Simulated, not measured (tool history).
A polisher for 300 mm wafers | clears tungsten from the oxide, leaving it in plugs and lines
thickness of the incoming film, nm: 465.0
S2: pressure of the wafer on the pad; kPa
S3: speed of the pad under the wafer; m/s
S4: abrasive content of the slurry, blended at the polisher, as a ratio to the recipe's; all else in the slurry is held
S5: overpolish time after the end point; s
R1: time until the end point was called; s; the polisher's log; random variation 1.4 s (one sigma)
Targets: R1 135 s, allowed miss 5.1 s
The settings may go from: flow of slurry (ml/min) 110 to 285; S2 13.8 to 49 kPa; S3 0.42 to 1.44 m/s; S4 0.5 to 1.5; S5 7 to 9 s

run 1 day=0 | flow_of_slurry_(ml/min)=180 S2=31 S3=0.92 S4=1 S5=9 | R1=90.519
run 2 day=0.333 | flow_of_slurry_(ml/min)=225 S2=31 S3=0.92 S4=1 S5=9 | R1=85.875
run 3 day=0.488 | flow_of_slurry_(ml/min)=225 S2=31 S3=0.92 S4=0.9 S5=9 | R1=89.944
run 4 day=0.783 | flow_of_slurry_(ml/min)=225 S2=26.2 S3=0.92 S4=0.9 S5=9 | R1=103.5
run 5 day=1.062 | flow_of_slurry_(ml/min)=255 S2=26.2 S3=0.92 S4=0.9 S5=9 | R1=102.76
run 6 day=1.308 | flow_of_slurry_(ml/min)=285 S2=26.2 S3=0.92 S4=0.9 S5=9 | R1=99.889
run 7 day=1.612 | flow_of_slurry_(ml/min)=285 S2=25.5 S3=0.92 S4=0.9 S5=9 | R1=103.26
run 8 day=1.888 | flow_of_slurry_(ml/min)=285 S2=24.8 S3=0.92 S4=0.9 S5=9 | R1=105.88
run 9 day=2.204 | flow_of_slurry_(ml/min)=285 S2=24.1 S3=0.92 S4=0.9 S5=9 | R1=107.65
run 10 day=2.508 | flow_of_slurry_(ml/min)=285 S2=23.4 S3=0.92 S4=0.9 S5=9 | R1=113.55
run 11 day=2.575 | flow_of_slurry_(ml/min)=285 S2=22.8 S3=0.92 S4=0.9 S5=9 | R1=112.73
run 12 day=2.658 | flow_of_slurry_(ml/min)=285 S2=22.1 S3=0.92 S4=0.9 S5=9 | R1=116.3
run 13 day=2.9 | flow_of_slurry_(ml/min)=285 S2=21.4 S3=0.92 S4=0.9 S5=9 | R1=117.53
run 14 day=3.217 | flow_of_slurry_(ml/min)=285 S2=20.7 S3=0.92 S4=0.9 S5=9 | R1=121.61
run 15 day=3.588 | flow_of_slurry_(ml/min)=270 S2=17.2 S3=0.92 S4=0.9 S5=9 | R1=139.76

Which of these 4 next moves meets every target?
run A day=3.958 | flow_of_slurry_(ml/min)=270 S2=15.2 S3=0.92 S4=0.95 S5=7 | R1=?
run B day=3.958 | flow_of_slurry_(ml/min)=225 S2=15.9 S3=0.9 S4=1.05 S5=9 | R1=?
run C day=3.958 | flow_of_slurry_(ml/min)=285 S2=20 S3=0.86 S4=0.9 S5=7 | R1=?
run D day=3.958 | flow_of_slurry_(ml/min)=265 S2=19.3 S3=0.78 S4=1 S5=9 | R1=?

move=A R1=155.36
move=B R1=152.39
move=C R1=136.3
move=D R1=150.32
A: further off than the last run
B: further off than the last run
C: meets every target
D: further off than the last run
Move C is the one to make.
